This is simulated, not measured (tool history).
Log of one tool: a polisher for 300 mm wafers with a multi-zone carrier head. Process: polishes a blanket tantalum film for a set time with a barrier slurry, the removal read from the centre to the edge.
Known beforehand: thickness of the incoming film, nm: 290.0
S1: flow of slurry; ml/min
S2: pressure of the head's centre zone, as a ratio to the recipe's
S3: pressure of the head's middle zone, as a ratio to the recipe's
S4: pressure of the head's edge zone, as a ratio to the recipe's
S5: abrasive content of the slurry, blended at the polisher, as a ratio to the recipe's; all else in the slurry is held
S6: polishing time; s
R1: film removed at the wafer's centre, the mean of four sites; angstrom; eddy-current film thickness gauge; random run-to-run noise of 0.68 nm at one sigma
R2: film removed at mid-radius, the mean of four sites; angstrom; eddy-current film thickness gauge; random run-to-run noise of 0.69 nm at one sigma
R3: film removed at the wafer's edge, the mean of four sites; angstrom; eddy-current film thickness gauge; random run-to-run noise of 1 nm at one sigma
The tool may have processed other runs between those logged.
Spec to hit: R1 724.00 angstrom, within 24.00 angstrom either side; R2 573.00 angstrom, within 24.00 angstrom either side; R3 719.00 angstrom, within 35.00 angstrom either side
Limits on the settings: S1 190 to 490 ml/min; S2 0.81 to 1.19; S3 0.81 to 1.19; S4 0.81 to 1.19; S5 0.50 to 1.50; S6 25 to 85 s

run  hour   S1    S2    S3    S4    S5  S6      R1      R2      R3
  1   0.0  315  1.00  1.00  1.00  1.00  55  992.83  955.58  976.01
  2   3.4  315  1.00  1.00  1.00  0.85  55  940.15  905.59  911.29
  3   6.4  315  1.00  1.00  1.00  0.70  55  850.24  817.28  845.76
  4  12.6  315  1.00  1.05  1.00  0.70  55  841.25  867.08  832.24
  5  16.7  315  1.00  0.97  1.00  0.70  55  856.69  800.56  853.09
  6  24.0  315  0.97  0.97  1.00  0.70  55  836.28  811.36  836.05
  7  27.5  310  0.97  0.95  1.00  0.65  54  785.77  728.94  811.75
  8  33.7  310  0.97  0.95  1.00  0.65  54  771.70  725.51  793.38

Exactly one of the 5 candidate moves below puts every result within its allowed miss. Which one?
  A  39.9  230  1.03  0.89  1.05  0.95  44   ?   ?   ?
  B  39.9  275  0.89  0.81  1.00  0.65  54   ?   ?   ?
  C  39.9  300  0.89  1.14  0.95  0.70  48   ?   ?   ?
  D  39.9  295  0.83  1.12  0.97  0.65  62   ?   ?   ?
  E  39.9  300  1.03  0.81  1.04  0.70  46   ?   ?   ?

move      R1      R2      R3
   A  771.31  663.59  772.53
   B  717.72  645.43  783.81
   C  672.85  784.50  710.66
   D  788.08  956.55  887.87
   E  722.08  577.79  714.29
A: moves toward the targets from the last run without getting all of them in spec
B: moves toward the targets from the last run without getting all of them in spec
C: misses by more than the last run did
D: misses by more than the last run did
E: each result inside its tolerance
So the answer is move E, the one that meets all the targets.
